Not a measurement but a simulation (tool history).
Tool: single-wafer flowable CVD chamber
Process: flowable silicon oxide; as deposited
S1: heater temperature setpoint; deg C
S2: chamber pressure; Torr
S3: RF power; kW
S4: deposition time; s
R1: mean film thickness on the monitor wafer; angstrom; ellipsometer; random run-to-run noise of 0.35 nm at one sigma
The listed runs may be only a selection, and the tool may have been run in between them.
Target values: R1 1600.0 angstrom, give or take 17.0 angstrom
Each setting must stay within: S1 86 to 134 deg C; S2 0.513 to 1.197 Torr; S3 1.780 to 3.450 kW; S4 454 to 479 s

run    day   S1     S2     S3   S4      R1
  1  0.000  110  0.855  2.615  479  2506.9
  2  0.029  116  0.855  2.615  479  2109.2
  3  0.175  116  0.855  2.490  479  2098.5
  4  0.321  119  0.855  2.490  479  1932.3
  5  0.371  121  0.855  2.490  479  1828.2
  6  0.508  122  0.855  2.490  479  1770.7
  7  0.546  123  0.855  2.490  479  1727.2
  8  0.571  124  0.855  2.490  479  1690.6
     0.904  -- thermocouple changed; heater temperature recalibrated
  9  0.904  125  0.855  2.490  479  1550.5

Of the 5 settings listed for the next run, only one would bring every result within its allowed miss of target. Which one?
  A  1.238  127  0.915  2.660  458   ?
  B  1.238  120  0.718  2.525  479   ?
  C  1.238  126  0.928  2.835  454   ?
  D  1.238  117  0.756  2.090  472   ?
  E  1.238  121  0.810  2.740  466   ?

move      R1
   A  1519.1
   B  1487.4
   C  1571.5
   D  1630.4
   E  1594.6
A: the biggest miss grows against the last run
B: the biggest miss grows against the last run
C: better than the last run, though not everything is in spec
D: takes the result that was furthest off past its target
E: all results in spec
So the answer is move E, the one that meets all the targets.
